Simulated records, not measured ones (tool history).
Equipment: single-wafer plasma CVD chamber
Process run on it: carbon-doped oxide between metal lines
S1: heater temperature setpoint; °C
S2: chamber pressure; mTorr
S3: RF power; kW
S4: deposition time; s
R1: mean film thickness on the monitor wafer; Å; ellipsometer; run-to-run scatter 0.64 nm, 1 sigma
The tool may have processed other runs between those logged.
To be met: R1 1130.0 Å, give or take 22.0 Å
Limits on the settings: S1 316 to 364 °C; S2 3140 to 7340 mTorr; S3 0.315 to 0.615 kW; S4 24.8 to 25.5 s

run  hour   S1    S2     S3    S4      R1
  1   0.0  340  5240  0.465  24.8  1332.3
  2   7.5  340  5240  0.420  24.8  1246.7
  3  10.3  343  5020  0.415  24.8  1224.1
  4  13.5  348  5020  0.415  24.8  1198.5
  5  17.4  348  5020  0.415  25.5  1231.1
  6  20.7  348  5630  0.415  25.5  1245.9
  7  28.7  350  5550  0.405  25.5  1231.6
  8  31.0  352  5350  0.400  25.5  1201.1
  9  34.1  354  5250  0.395  25.5  1187.7
     41.8  -- capacitance manometer re-zeroed and calibrated
 10  41.8  355  5170  0.390  25.5  1159.4
 11  44.2  356  5130  0.390  25.5  1159.5

5 next moves are on the table. One of them brings every result within its allowed miss. Which?
  A  46.6  357  4610  0.410  25.5   ?
  B  46.6  356  5120  0.405  25.5   ?
  C  46.6  364  5170  0.420  25.5   ?
  D  46.6  352  5180  0.390  24.8   ?
  E  46.6  349  4670  0.405  25.5   ?

move      R1
   A  1169.9
   B  1184.5
   C  1193.8
   D  1136.5
   E  1185.8
A: the biggest miss grows against the last run
B: the biggest miss grows against the last run
C: the biggest miss grows against the last run
D: every result within its allowed miss
E: the biggest miss grows against the last run
So the answer is move D, the one that meets all the targets.
